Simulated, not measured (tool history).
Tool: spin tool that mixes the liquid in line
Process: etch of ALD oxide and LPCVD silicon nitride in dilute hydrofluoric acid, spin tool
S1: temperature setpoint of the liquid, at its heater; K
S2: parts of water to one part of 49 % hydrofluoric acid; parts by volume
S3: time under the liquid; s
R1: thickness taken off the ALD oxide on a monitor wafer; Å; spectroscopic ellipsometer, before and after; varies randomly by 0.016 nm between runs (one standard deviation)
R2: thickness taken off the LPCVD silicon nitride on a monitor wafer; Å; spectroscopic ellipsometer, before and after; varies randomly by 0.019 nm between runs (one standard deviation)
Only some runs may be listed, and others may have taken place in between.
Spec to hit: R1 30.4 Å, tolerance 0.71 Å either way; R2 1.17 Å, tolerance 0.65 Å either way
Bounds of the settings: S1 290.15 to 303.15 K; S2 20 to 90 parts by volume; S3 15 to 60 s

run,hour,S1,S2,S3,R1,R2
1,0,295.15,50,30,57.906,1.9912
2,6.3,295.15,50,15,28.96,0.89021
3,13.6,295.15,45,15,32.585,0.90156
4,22.4,294.65,45,15,32.221,0.87451
5,29.4,294.15,45,15,31.36,0.6969
6,30.2,294.15,45,25,52.273,2.0028
7,31.7,293.15,50,25,44.964,1.4038
8,36,293.15,50,25,44.799,1.628

Next run, 4 choices. One meets every target within its allowed miss, the rest don't. Which?
A,40.3,293.65,50,45,?,?
B,40.3,291.15,60,20,?,?
C,40.3,290.65,40,30,?,?
D,40.3,290.15,75,30,?,?

move,R1,R2
A,82.448,3.0438
B,27.133,0.95179
C,61.114,2.0412
D,30.681,1.0716
A: its largest miss is bigger than the last run's
B: moves the result that the last run missed by most past its target, out the other side
C: its largest miss is bigger than the last run's
D: each result inside its tolerance
Answer: D

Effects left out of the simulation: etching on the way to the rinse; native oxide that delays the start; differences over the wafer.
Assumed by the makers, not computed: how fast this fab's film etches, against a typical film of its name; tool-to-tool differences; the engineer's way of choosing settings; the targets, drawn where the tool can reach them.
